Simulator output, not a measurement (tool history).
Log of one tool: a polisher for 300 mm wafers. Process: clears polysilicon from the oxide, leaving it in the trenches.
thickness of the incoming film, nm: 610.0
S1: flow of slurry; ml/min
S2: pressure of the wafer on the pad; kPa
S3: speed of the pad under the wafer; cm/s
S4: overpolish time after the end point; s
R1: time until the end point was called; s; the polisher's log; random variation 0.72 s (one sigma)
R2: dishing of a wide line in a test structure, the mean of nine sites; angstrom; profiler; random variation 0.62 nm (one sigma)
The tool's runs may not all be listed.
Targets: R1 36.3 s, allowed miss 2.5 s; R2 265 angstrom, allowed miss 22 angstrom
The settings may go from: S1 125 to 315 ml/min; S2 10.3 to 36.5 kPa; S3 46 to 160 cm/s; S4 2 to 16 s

run 1 hour=0 | S1=205 S2=23.4 S3=102 S4=8 | R1=32.715 R2=380.82
run 2 hour=7.8 | S1=205 S2=23.4 S3=102 S4=5 | R1=31.719 R2=337.23
run 3 hour=11.9 | S1=240 S2=23.4 S3=102 S4=5 | R1=33.131 R2=346.69
run 4 hour=17.7 | S1=240 S2=26.9 S3=102 S4=5 | R1=28.448 R2=348.39
run 5 hour=21.4 | S1=240 S2=26.9 S3=102 S4=6 | R1=27.061 R2=361.73
run 6 hour=23.3 | S1=240 S2=26.9 S3=102 S4=3 | R1=28.329 R2=299.13
run 7 hour=26.4 | S1=225 S2=26.2 S3=100 S4=3 | R1=28.928 R2=286.23
run 8 hour=27.8 | S1=225 S2=26.2 S3=100 S4=3 | R1=28.83 R2=289.92
run 9 hour=31.9 | S1=220 S2=25.5 S3=98 S4=3 | R1=31.233 R2=282.75
run 10 hour=36 | S1=200 S2=22.1 S3=96 S4=2 | R1=36.601 R2=201.48
run 11 hour=38.9 | S1=210 S2=22.1 S3=96 S4=2 | R1=36.033 R2=211.14

4 next moves are on the table. One of them brings every result within its allowed miss. Which?
run A hour=41.8 | S1=230 S2=18.6 S3=110 S4=5 | R1=? R2=?
run B hour=41.8 | S1=210 S2=22.8 S3=94 S4=3 | R1=? R2=?
run C hour=41.8 | S1=200 S2=22.8 S3=96 S4=5 | R1=? R2=?
run D hour=41.8 | S1=210 S2=26.2 S3=82 S4=4 | R1=? R2=?

move=A R1=37.303 R2=345.36
move=B R1=36.188 R2=278.98
move=C R1=35.683 R2=350.59
move=D R1=36.001 R2=321.23
A: takes the result that was furthest off past its target
B: meets every target
C: takes the result that was furthest off past its target
D: takes the result that was furthest off past its target
Answer: B
